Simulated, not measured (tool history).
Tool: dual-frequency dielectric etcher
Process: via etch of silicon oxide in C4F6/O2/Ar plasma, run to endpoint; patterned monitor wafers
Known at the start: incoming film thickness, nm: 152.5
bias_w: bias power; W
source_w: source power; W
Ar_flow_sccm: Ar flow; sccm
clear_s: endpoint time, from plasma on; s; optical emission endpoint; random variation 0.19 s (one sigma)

run  hour  bias_w  source_w  Ar_flow_sccm  clear_s
  1     0     610       280           322   35.322
  2   6.4     531       250           329   41.277
  3  14.5     497       250           329   42.973
  4  20.7     497       250           275   41.663
  5  27.7     570       250           275    38.03
  6  29.6     570       250           300   38.876
  7  36.6     519       250           300   41.453

Forecast run 8:
  8  37.8     491       250           300        ?

{"run 8": {"clear_s": 42.377}}
